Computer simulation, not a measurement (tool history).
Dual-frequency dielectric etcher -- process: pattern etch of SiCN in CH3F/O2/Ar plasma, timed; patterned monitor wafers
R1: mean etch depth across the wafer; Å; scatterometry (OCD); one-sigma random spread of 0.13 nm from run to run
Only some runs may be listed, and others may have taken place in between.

Run 1, day 0.000: source power (W) 490, bias power (W) 95, etch time (s) 74. Result: R1 309.08 Å.
Run 2, day 0.242: source power (W) 460, bias power (W) 94, etch time (s) 74. Result: R1 301.36 Å.
Run 3, day 0.283: source power (W) 510, bias power (W) 94, etch time (s) 74. Result: R1 315.48 Å.
Run 4, day 0.612: source power (W) 480, bias power (W) 93, etch time (s) 74. Result: R1 302.11 Å.
Run 5, day 0.704: source power (W) 480, bias power (W) 81, etch time (s) 74. Result: R1 284.86 Å.
At day 0.817: wet clean of the chamber.
Run 6, day 0.817: source power (W) 480, bias power (W) 81, etch time (s) 77. Result: R1 303.10 Å.
Run 7, day 1.154: source power (W) 460, bias power (W) 81, etch time (s) 77. Result: R1 299.11 Å.
Run 8, day 1.500: source power (W) 440, bias power (W) 81, etch time (s) 77. Result: R1 293.96 Å.
Run 9, day 1.833: source power (W) 360, bias power (W) 79, etch time (s) 77. Result: R1 265.15 Å.
Run 10, day 2.179: source power (W) 370, bias power (W) 79, etch time (s) 77. Result: R1 268.36 Å.

The next listed run, before its measurement:
Run 11, day 2.471: source power (W) 380, bias power (W) 79, etch time (s) 77. Result: R1 ?.

R1: 272.15 Å
